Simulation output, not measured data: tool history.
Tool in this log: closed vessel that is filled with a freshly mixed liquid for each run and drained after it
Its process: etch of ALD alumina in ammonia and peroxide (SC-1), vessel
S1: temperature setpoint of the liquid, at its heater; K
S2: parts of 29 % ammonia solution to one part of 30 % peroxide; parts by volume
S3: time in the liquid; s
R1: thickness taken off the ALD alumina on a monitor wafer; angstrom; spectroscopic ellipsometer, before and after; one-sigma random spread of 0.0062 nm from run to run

| run | day | S1 | S2 | S3 | R1 |
|---|---|---|---|---|---|
| 1 | 0 | 329.15 | 0.85 | 30 | 24.43 |
| 2 | 0.288 | 326.15 | 0.85 | 30 | 20.987 |
| 3 | 0.596 | 326.15 | 0.6 | 30 | 20.118 |
| 4 | 0.838 | 326.15 | 0.85 | 30 | 20.928 |
| 5 | 1.067 | 331.15 | 0.85 | 30 | 27.286 |
| 6 | 1.388 | 324.65 | 0.85 | 30 | 19.281 |
| 7 | 1.508 | 322.65 | 0.85 | 30 | 17.299 |
| 8 | 1.721 | 315.15 | 0.85 | 30 | 11.397 |
| 9 | 1.775 | 315.65 | 0.85 | 30 | 11.564 |
| 10 | 2.079 | 316.15 | 0.85 | 30 | 12.001 |

The next listed run, before its measurement:
| 11 | 2.383 | 316.15 | 0.85 | 30 | ? |

R1: 12.002 angstrom

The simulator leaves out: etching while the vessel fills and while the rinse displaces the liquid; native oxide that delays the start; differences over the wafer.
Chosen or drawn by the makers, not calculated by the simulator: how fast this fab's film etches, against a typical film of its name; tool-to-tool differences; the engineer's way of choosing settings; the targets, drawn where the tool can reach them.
